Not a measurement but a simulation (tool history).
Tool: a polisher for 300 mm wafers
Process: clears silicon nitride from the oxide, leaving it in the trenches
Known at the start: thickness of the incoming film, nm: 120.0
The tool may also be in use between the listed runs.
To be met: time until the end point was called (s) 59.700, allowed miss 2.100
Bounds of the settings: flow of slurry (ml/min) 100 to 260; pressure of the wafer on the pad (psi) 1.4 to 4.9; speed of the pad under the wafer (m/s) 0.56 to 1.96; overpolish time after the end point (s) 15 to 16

| run | hour | flow of slurry (ml/min) | pressure of the wafer on the pad (psi) | speed of the pad under the wafer (m/s) | overpolish time after the end point (s) | time until the end point was called (s) |
|---|---|---|---|---|---|---|
| 1 | 0.0 | 165 | 3.1 | 1.26 | 15 | 89.452 |
| 2 | 8.1 | 170 | 3.4 | 1.26 | 15 | 84.378 |
| 3 | 10.7 | 170 | 3.4 | 1.12 | 15 | 92.366 |
| 4 | 19.0 | 170 | 3.4 | 1.12 | 16 | 92.857 |
| 5 | 20.2 | 170 | 3.8 | 1.14 | 16 | 82.311 |
| 6 | 21.8 | 195 | 3.8 | 1.14 | 16 | 82.153 |
| 7 | 28.9 | 195 | 4.1 | 1.16 | 16 | 76.663 |
| 8 | 33.8 | 195 | 4.3 | 1.20 | 16 | 69.950 |
| 9 | 36.0 | 195 | 4.5 | 1.20 | 16 | 68.543 |
| 10 | 43.3 | 195 | 4.6 | 1.22 | 16 | 65.212 |
| 11 | 49.3 | 195 | 4.7 | 1.22 | 16 | 62.897 |
| 12 | 54.4 | 195 | 4.8 | 1.22 | 16 | 63.436 |
| 13 | 58.8 | 195 | 4.8 | 1.24 | 16 | 61.061 |

Which of these 4 next moves meets every target?
| A | 63.2 | 225 | 4.9 | 1.14 | 15 | ? |
| B | 63.2 | 185 | 4.5 | 1.26 | 15 | ? |
| C | 63.2 | 180 | 4.5 | 1.40 | 15 | ? |
| D | 63.2 | 190 | 4.7 | 1.18 | 15 | ? |

| move | time until the end point was called (s) |
|---|---|
| A | 64.921 |
| B | 65.418 |
| C | 59.788 |
| D | 66.448 |
A: further off than the last run
B: further off than the last run
C: meets every target
D: further off than the last run
Answer: C

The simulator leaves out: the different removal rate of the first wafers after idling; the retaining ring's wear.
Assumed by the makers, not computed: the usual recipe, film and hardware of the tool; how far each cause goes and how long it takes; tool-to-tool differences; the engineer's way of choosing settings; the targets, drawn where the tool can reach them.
